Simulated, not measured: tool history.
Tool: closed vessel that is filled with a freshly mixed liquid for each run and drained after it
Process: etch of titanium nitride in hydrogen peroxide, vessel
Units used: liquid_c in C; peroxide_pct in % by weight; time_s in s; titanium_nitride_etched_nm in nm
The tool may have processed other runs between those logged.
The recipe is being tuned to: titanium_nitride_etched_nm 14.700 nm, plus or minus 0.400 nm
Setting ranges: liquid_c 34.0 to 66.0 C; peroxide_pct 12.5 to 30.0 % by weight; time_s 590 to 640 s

{"run": 1, "day": 0.0, "liquid_c": 50.0, "peroxide_pct": 23.5, "time_s": 590, "titanium_nitride_etched_nm": 19.15}
{"run": 2, "day": 0.362, "liquid_c": 50.0, "peroxide_pct": 26.5, "time_s": 590, "titanium_nitride_etched_nm": 19.569}
{"run": 3, "day": 0.488, "liquid_c": 49.5, "peroxide_pct": 26.5, "time_s": 590, "titanium_nitride_etched_nm": 18.942}
{"run": 4, "day": 0.6, "liquid_c": 54.5, "peroxide_pct": 26.5, "time_s": 590, "titanium_nitride_etched_nm": 27.18}
{"run": 5, "day": 0.871, "liquid_c": 54.5, "peroxide_pct": 24.5, "time_s": 590, "titanium_nitride_etched_nm": 26.673}
{"run": 6, "day": 1.162, "liquid_c": 54.5, "peroxide_pct": 21.5, "time_s": 590, "titanium_nitride_etched_nm": 26.036}
{"run": 7, "day": 1.392, "liquid_c": 53.0, "peroxide_pct": 21.5, "time_s": 590, "titanium_nitride_etched_nm": 23.371}
{"run": 8, "day": 1.717, "liquid_c": 52.0, "peroxide_pct": 21.5, "time_s": 590, "titanium_nitride_etched_nm": 21.568}
{"run": 9, "day": 2.021, "liquid_c": 51.0, "peroxide_pct": 21.5, "time_s": 590, "titanium_nitride_etched_nm": 20.272}
{"run": 10, "day": 2.35, "liquid_c": 50.5, "peroxide_pct": 21.5, "time_s": 590, "titanium_nitride_etched_nm": 19.306}
{"run": 11, "day": 2.679, "liquid_c": 50.0, "peroxide_pct": 21.5, "time_s": 590, "titanium_nitride_etched_nm": 18.722}
{"run": 12, "day": 2.967, "liquid_c": 49.5, "peroxide_pct": 21.5, "time_s": 590, "titanium_nitride_etched_nm": 18.075}
{"run": 13, "day": 3.275, "liquid_c": 49.0, "peroxide_pct": 21.5, "time_s": 590, "titanium_nitride_etched_nm": 17.417}
{"run": 14, "day": 3.554, "liquid_c": 48.5, "peroxide_pct": 21.5, "time_s": 590, "titanium_nitride_etched_nm": 16.852}
{"run": 15, "day": 3.733, "liquid_c": 48.0, "peroxide_pct": 21.5, "time_s": 590, "titanium_nitride_etched_nm": 16.091}
{"day": 3.979, "done": "thermometer replaced"}
{"run": 16, "day": 3.979, "liquid_c": 47.5, "peroxide_pct": 21.5, "time_s": 590, "titanium_nitride_etched_nm": 18.543}
{"run": 17, "day": 4.25, "liquid_c": 46.5, "peroxide_pct": 21.5, "time_s": 590, "titanium_nitride_etched_nm": 17.191}
{"run": 18, "day": 4.5, "liquid_c": 46.0, "peroxide_pct": 21.5, "time_s": 590, "titanium_nitride_etched_nm": 16.446}
{"run": 19, "day": 4.562, "liquid_c": 45.5, "peroxide_pct": 21.5, "time_s": 590, "titanium_nitride_etched_nm": 16.018}
{"run": 20, "day": 4.933, "liquid_c": 45.0, "peroxide_pct": 21.5, "time_s": 590, "titanium_nitride_etched_nm": 15.347}

Next run, 5 choices. One meets every target within its allowed miss, the rest don't. Which?
{"run": "A", "day": 5.304, "liquid_c": 44.0, "peroxide_pct": 16.5, "time_s": 640, "titanium_nitride_etched_nm": "?"}
{"run": "B", "day": 5.304, "liquid_c": 45.0, "peroxide_pct": 20.5, "time_s": 610, "titanium_nitride_etched_nm": "?"}
{"run": "C", "day": 5.304, "liquid_c": 45.0, "peroxide_pct": 22.0, "time_s": 590, "titanium_nitride_etched_nm": "?"}
{"run": "D", "day": 5.304, "liquid_c": 45.5, "peroxide_pct": 21.0, "time_s": 590, "titanium_nitride_etched_nm": "?"}
{"run": "E", "day": 5.304, "liquid_c": 44.0, "peroxide_pct": 20.0, "time_s": 640, "titanium_nitride_etched_nm": "?"}

move=A titanium_nitride_etched_nm=14.743
move=B titanium_nitride_etched_nm=15.860
move=C titanium_nitride_etched_nm=15.575
move=D titanium_nitride_etched_nm=16.004
move=E titanium_nitride_etched_nm=15.360
A: every result within its allowed miss
B: the biggest miss grows against the last run
C: the biggest miss grows against the last run
D: the biggest miss grows against the last run
E: no nearer and no further than the last run
A is the move that brings every result within its allowed miss.
